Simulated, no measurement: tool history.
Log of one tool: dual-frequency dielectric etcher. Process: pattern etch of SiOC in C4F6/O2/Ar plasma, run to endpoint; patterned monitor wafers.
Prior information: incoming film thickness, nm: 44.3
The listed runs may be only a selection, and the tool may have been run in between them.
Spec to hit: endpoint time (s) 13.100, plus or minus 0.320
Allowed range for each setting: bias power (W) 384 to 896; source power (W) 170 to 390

{"run": 1, "hour": 0.0, "bias power (W)": 640, "source power (W)": 280, "endpoint time (s)": 14.433}
{"run": 2, "hour": 6.5, "bias power (W)": 640, "source power (W)": 250, "endpoint time (s)": 15.005}
{"run": 3, "hour": 12.6, "bias power (W)": 640, "source power (W)": 210, "endpoint time (s)": 16.012}
{"run": 4, "hour": 13.3, "bias power (W)": 640, "source power (W)": 240, "endpoint time (s)": 15.534}
{"run": 5, "hour": 16.4, "bias power (W)": 545, "source power (W)": 240, "endpoint time (s)": 16.006}
{"run": 6, "hour": 22.5, "bias power (W)": 622, "source power (W)": 260, "endpoint time (s)": 15.105}
{"run": 7, "hour": 30.0, "bias power (W)": 683, "source power (W)": 270, "endpoint time (s)": 14.336}
{"run": 8, "hour": 37.1, "bias power (W)": 722, "source power (W)": 280, "endpoint time (s)": 13.803}
{"run": 9, "hour": 37.8, "bias power (W)": 722, "source power (W)": 280, "endpoint time (s)": 13.689}
{"run": 10, "hour": 42.1, "bias power (W)": 740, "source power (W)": 280, "endpoint time (s)": 13.501}

Next run, 5 choices. One meets every target within its allowed miss, the rest don't. Which?
{"run": "A", "hour": 46.4, "bias power (W)": 660, "source power (W)": 290, "endpoint time (s)": "?"}
{"run": "B", "hour": 46.4, "bias power (W)": 681, "source power (W)": 290, "endpoint time (s)": "?"}
{"run": "C", "hour": 46.4, "bias power (W)": 834, "source power (W)": 320, "endpoint time (s)": "?"}
{"run": "D", "hour": 46.4, "bias power (W)": 853, "source power (W)": 270, "endpoint time (s)": "?"}
{"run": "E", "hour": 46.4, "bias power (W)": 712, "source power (W)": 280, "endpoint time (s)": "?"}

move=A endpoint_time_(s)=14.107
move=B endpoint_time_(s)=13.941
move=C endpoint_time_(s)=12.444
move=D endpoint_time_(s)=13.119
move=E endpoint_time_(s)=13.884
A: its largest miss is bigger than the last run's
B: its largest miss is bigger than the last run's
C: takes the result that was furthest off past its target
D: every result lands within tolerance
E: its largest miss is bigger than the last run's
So the answer is move D, the one that meets all the targets.
